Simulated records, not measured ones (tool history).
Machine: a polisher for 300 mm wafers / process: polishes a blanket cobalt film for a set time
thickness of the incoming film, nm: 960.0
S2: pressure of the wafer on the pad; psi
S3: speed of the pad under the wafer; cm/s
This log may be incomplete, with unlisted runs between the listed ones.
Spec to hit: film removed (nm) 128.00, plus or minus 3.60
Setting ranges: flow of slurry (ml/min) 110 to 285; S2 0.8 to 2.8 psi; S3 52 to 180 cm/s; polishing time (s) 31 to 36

Run 1, hour 0.0: flow of slurry (ml/min) 180, S2 1.8 psi, S3 116 cm/s, polishing time (s) 36. Result: film removed (nm) 161.44.
Run 2, hour 8.6: flow of slurry (ml/min) 175, S2 1.7 psi, S3 116 cm/s, polishing time (s) 36. Result: film removed (nm) 152.64.
Run 3, hour 10.0: flow of slurry (ml/min) 195, S2 1.7 psi, S3 116 cm/s, polishing time (s) 36. Result: film removed (nm) 155.97.
Run 4, hour 17.5: flow of slurry (ml/min) 195, S2 1.7 psi, S3 116 cm/s, polishing time (s) 36. Result: film removed (nm) 154.19.
Run 5, hour 25.8: flow of slurry (ml/min) 190, S2 1.6 psi, S3 116 cm/s, polishing time (s) 36. Result: film removed (nm) 146.59.
Run 6, hour 31.7: flow of slurry (ml/min) 185, S2 1.5 psi, S3 116 cm/s, polishing time (s) 36. Result: film removed (nm) 136.08.
Run 7, hour 39.8: flow of slurry (ml/min) 185, S2 1.5 psi, S3 116 cm/s, polishing time (s) 36. Result: film removed (nm) 137.86.
Run 8, hour 44.0: flow of slurry (ml/min) 180, S2 1.5 psi, S3 116 cm/s, polishing time (s) 36. Result: film removed (nm) 136.83.
At hour 52.6: worn pad replaced by a new one.
Run 9, hour 52.6: flow of slurry (ml/min) 175, S2 1.5 psi, S3 116 cm/s, polishing time (s) 36. Result: film removed (nm) 145.98.
Run 10, hour 61.2: flow of slurry (ml/min) 190, S2 1.5 psi, S3 116 cm/s, polishing time (s) 36. Result: film removed (nm) 147.36.
Run 11, hour 65.4: flow of slurry (ml/min) 175, S2 1.5 psi, S3 116 cm/s, polishing time (s) 36. Result: film removed (nm) 145.49.
Run 12, hour 72.0: flow of slurry (ml/min) 190, S2 1.5 psi, S3 116 cm/s, polishing time (s) 36. Result: film removed (nm) 147.65.
Run 13, hour 76.3: flow of slurry (ml/min) 190, S2 1.5 psi, S3 116 cm/s, polishing time (s) 36. Result: film removed (nm) 149.35.

Of the 5 settings listed for the next run, only one would bring every result within its allowed miss of target. Which one?
Run A, hour 80.6: flow of slurry (ml/min) 180, S2 1.8 psi, S3 94 cm/s, polishing time (s) 31. Result: film removed (nm) ?.
Run B, hour 80.6: flow of slurry (ml/min) 150, S2 1.2 psi, S3 132 cm/s, polishing time (s) 33. Result: film removed (nm) ?.
Run C, hour 80.6: flow of slurry (ml/min) 205, S2 1.3 psi, S3 122 cm/s, polishing time (s) 36. Result: film removed (nm) ?.
Run D, hour 80.6: flow of slurry (ml/min) 150, S2 1.2 psi, S3 140 cm/s, polishing time (s) 33. Result: film removed (nm) ?.
Run E, hour 80.6: flow of slurry (ml/min) 220, S2 1.6 psi, S3 136 cm/s, polishing time (s) 33. Result: film removed (nm) ?.

move  film removed (nm)
   A             122.55
   B             119.79
   C             135.85
   D             126.86
   E             170.36
A: moves the result that the last run missed by most past its target, out the other side
B: moves the result that the last run missed by most past its target, out the other side
C: closes in on the targets versus the last run, not all within tolerance yet
D: in spec on every target
E: lands further from the targets than the last run did
Correct choice: D, which meets every target
